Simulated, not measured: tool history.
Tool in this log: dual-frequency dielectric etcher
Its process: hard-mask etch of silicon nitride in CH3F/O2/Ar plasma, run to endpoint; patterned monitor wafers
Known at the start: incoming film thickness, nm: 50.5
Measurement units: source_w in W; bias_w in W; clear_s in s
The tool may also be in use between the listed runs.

run	hour	source_w	bias_w	clear_s
1	0.0	520	87	60.598
2	7.5	530	87	60.382
3	14.2	530	96	58.415
4	17.1	530	85	60.419
5	25.8	540	85	60.059
6	34.4	540	79	61.277

Forecast run 7:
7	35.3	550	79	?

{"run 7": {"clear_s": 60.873}}
